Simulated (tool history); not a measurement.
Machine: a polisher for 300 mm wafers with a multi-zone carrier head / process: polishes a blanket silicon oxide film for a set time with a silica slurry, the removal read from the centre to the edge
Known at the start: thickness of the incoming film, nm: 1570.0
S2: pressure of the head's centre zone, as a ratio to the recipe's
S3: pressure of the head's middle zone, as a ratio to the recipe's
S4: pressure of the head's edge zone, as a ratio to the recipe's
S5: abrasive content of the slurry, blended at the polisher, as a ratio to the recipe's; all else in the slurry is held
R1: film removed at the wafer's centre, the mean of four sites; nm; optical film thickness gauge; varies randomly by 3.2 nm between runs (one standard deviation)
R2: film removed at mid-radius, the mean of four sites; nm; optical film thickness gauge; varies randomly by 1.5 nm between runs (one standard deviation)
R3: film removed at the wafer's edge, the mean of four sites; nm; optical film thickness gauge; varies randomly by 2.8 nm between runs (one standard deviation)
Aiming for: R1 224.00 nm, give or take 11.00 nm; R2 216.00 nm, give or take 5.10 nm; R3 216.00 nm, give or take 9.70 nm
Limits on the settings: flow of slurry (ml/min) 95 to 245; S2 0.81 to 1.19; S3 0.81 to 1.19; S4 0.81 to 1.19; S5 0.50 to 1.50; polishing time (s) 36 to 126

{"run": 1, "hour": 0.0, "flow of slurry (ml/min)": 155, "S2": 1.0, "S3": 1.0, "S4": 1.0, "S5": 1.0, "polishing time (s)": 81, "R1": 262.52, "R2": 260.78, "R3": 271.36}
{"run": 2, "hour": 4.7, "flow of slurry (ml/min)": 175, "S2": 1.0, "S3": 1.0, "S4": 1.0, "S5": 1.0, "polishing time (s)": 81, "R1": 266.59, "R2": 273.88, "R3": 273.56}
{"run": 3, "hour": 7.2, "flow of slurry (ml/min)": 175, "S2": 1.0, "S3": 1.0, "S4": 1.0, "S5": 1.0, "polishing time (s)": 100, "R1": 318.01, "R2": 335.53, "R3": 338.19}
{"run": 4, "hour": 9.4, "flow of slurry (ml/min)": 175, "S2": 1.0, "S3": 1.0, "S4": 1.0, "S5": 1.15, "polishing time (s)": 100, "R1": 343.49, "R2": 359.54, "R3": 366.11}
{"run": 5, "hour": 14.9, "flow of slurry (ml/min)": 175, "S2": 1.0, "S3": 0.97, "S4": 0.95, "S5": 0.95, "polishing time (s)": 96, "R1": 305.74, "R2": 314.25, "R3": 317.46}
{"run": 6, "hour": 22.6, "flow of slurry (ml/min)": 170, "S2": 1.01, "S3": 0.97, "S4": 0.94, "S5": 0.8, "polishing time (s)": 91, "R1": 272.2, "R2": 267.31, "R3": 263.87}
{"run": 7, "hour": 27.0, "flow of slurry (ml/min)": 155, "S2": 1.0, "S3": 0.96, "S4": 0.92, "S5": 0.7, "polishing time (s)": 91, "R1": 228.95, "R2": 239.0, "R3": 236.96}
{"run": 8, "hour": 35.6, "flow of slurry (ml/min)": 145, "S2": 1.02, "S3": 0.95, "S4": 0.9, "S5": 0.7, "polishing time (s)": 91, "R1": 234.03, "R2": 235.75, "R3": 236.23}
{"hour": 36.2, "done": "slurry nozzle cleaned"}
{"run": 9, "hour": 36.2, "flow of slurry (ml/min)": 135, "S2": 1.03, "S3": 0.94, "S4": 0.88, "S5": 0.7, "polishing time (s)": 91, "R1": 256.56, "R2": 243.61, "R3": 234.93}
{"run": 10, "hour": 43.0, "flow of slurry (ml/min)": 130, "S2": 1.01, "S3": 0.92, "S4": 0.87, "S5": 0.7, "polishing time (s)": 91, "R1": 249.37, "R2": 238.73, "R3": 239.7}
{"run": 11, "hour": 44.8, "flow of slurry (ml/min)": 130, "S2": 1.02, "S3": 0.92, "S4": 0.88, "S5": 0.65, "polishing time (s)": 91, "R1": 246.29, "R2": 228.64, "R3": 225.38}
{"run": 12, "hour": 48.2, "flow of slurry (ml/min)": 105, "S2": 0.97, "S3": 0.91, "S4": 0.87, "S5": 0.6, "polishing time (s)": 91, "R1": 200.92, "R2": 203.28, "R3": 207.36}

Exactly one of the 5 candidate moves below puts every result within its allowed miss. Which one?
{"run": "A", "hour": 51.6, "flow of slurry (ml/min)": 100, "S2": 1.03, "S3": 0.92, "S4": 0.88, "S5": 0.55, "polishing time (s)": 103, "R1": "?", "R2": "?", "R3": "?"}
{"run": "B", "hour": 51.6, "flow of slurry (ml/min)": 120, "S2": 1.08, "S3": 1.0, "S4": 0.81, "S5": 0.55, "polishing time (s)": 92, "R1": "?", "R2": "?", "R3": "?"}
{"run": "C", "hour": 51.6, "flow of slurry (ml/min)": 120, "S2": 0.9, "S3": 0.93, "S4": 0.91, "S5": 0.8, "polishing time (s)": 74, "R1": "?", "R2": "?", "R3": "?"}
{"run": "D", "hour": 51.6, "flow of slurry (ml/min)": 145, "S2": 0.92, "S3": 0.98, "S4": 0.85, "S5": 0.65, "polishing time (s)": 81, "R1": "?", "R2": "?", "R3": "?"}
{"run": "E", "hour": 51.6, "flow of slurry (ml/min)": 100, "S2": 1.18, "S3": 0.91, "S4": 0.81, "S5": 0.65, "polishing time (s)": 87, "R1": "?", "R2": "?", "R3": "?"}

move=A R1=219.95 R2=218.93 R3=219.51
move=B R1=219.82 R2=217.04 R3=196.18
move=C R1=185.22 R2=210.84 R3=209.38
move=D R1=193.50 R2=220.63 R3=203.19
move=E R1=237.52 R2=204.75 R3=199.34
A: every result lands within tolerance
B: corrects the largest miss of the last run, while another result sits out of spec
C: misses by more than the last run did
D: corrects the largest miss of the last run, while another result sits out of spec
E: moves toward the targets from the last run without getting all of them in spec
The right move is A.
